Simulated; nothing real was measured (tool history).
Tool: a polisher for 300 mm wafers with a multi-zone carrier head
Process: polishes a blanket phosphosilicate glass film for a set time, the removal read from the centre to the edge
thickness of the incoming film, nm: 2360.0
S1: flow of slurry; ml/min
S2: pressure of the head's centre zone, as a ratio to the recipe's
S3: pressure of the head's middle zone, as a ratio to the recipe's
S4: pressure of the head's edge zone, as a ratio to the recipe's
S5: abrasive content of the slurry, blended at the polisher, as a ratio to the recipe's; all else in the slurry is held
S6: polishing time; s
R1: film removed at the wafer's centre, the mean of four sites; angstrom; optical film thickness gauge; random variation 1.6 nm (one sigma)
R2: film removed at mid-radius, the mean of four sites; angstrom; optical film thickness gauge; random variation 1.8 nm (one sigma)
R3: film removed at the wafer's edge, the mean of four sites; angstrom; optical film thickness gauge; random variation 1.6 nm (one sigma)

run  hour   S1    S2    S3    S4    S5  S6      R1      R2      R3
  1     0  190     1     1     1     1  31  3130.9  3190.8  3224.9
  2   8.8  190  1.09     1     1     1  31  3427.9  3224.9  3176.7
  3  10.9  190  1.09     1     1     1  26  2882.1  2671.6  2669.6
  4  12.8  190  1.01     1     1     1  26  2656.3  2697.4  2705.6
  5  17.6  190  1.01     1  0.93     1  26  2704.9  2630.7    2582
  6  24.4  190  1.01     1  0.93     1  30  3096.5  3071.2  2976.9
  7    33  185     1  0.97  0.91  0.95  30  2981.6  2937.6  2885.4

Forecast run 8:
  8  40.5  185  1.01  0.94  0.91  0.85  30   ?   ?   ?

Run 8 gave R1 2895.3 angstrom, R2 2760.6 angstrom, R3 2779.9 angstrom.
